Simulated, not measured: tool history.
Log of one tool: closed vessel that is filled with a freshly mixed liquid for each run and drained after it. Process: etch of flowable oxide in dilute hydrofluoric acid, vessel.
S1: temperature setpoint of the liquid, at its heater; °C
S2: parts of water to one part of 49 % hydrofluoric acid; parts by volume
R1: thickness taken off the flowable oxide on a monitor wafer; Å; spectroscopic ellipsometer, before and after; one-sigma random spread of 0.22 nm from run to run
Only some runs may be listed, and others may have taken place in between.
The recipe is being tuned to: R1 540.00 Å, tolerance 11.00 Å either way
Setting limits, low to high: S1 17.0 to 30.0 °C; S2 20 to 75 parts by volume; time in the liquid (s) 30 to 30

{"run": 1, "hour": 0.0, "S1": 22.0, "S2": 45, "time in the liquid (s)": 30, "R1": 289.34}
{"run": 2, "hour": 4.6, "S1": 23.5, "S2": 40, "time in the liquid (s)": 30, "R1": 347.05}
{"run": 3, "hour": 5.5, "S1": 25.0, "S2": 40, "time in the liquid (s)": 30, "R1": 367.65}
{"run": 4, "hour": 13.8, "S1": 26.0, "S2": 40, "time in the liquid (s)": 30, "R1": 384.73}
{"run": 5, "hour": 21.4, "S1": 23.0, "S2": 40, "time in the liquid (s)": 30, "R1": 337.49}
{"run": 6, "hour": 29.0, "S1": 26.5, "S2": 40, "time in the liquid (s)": 30, "R1": 390.64}
{"run": 7, "hour": 30.3, "S1": 27.0, "S2": 40, "time in the liquid (s)": 30, "R1": 396.86}
{"run": 8, "hour": 34.5, "S1": 27.5, "S2": 40, "time in the liquid (s)": 30, "R1": 406.94}
{"run": 9, "hour": 37.1, "S1": 30.0, "S2": 30, "time in the liquid (s)": 30, "R1": 610.3}
{"run": 10, "hour": 43.4, "S1": 29.5, "S2": 30, "time in the liquid (s)": 30, "R1": 598.02}
{"run": 11, "hour": 49.3, "S1": 29.0, "S2": 30, "time in the liquid (s)": 30, "R1": 584.44}

Next run, 4 choices. One meets every target within its allowed miss, the rest don't. Which?
{"run": "A", "hour": 55.2, "S1": 28.5, "S2": 30, "time in the liquid (s)": 30, "R1": "?"}
{"run": "B", "hour": 55.2, "S1": 27.0, "S2": 30, "time in the liquid (s)": 30, "R1": "?"}
{"run": "C", "hour": 55.2, "S1": 30.0, "S2": 30, "time in the liquid (s)": 30, "R1": "?"}
{"run": "D", "hour": 55.2, "S1": 29.5, "S2": 30, "time in the liquid (s)": 30, "R1": "?"}

move=A R1=574.15
move=B R1=540.14
move=C R1=609.88
move=D R1=597.77
A: better than the last run, though not everything is in spec
B: all results in spec
C: lands further from the targets than the last run did
D: lands further from the targets than the last run did
The move that meets every target is B.
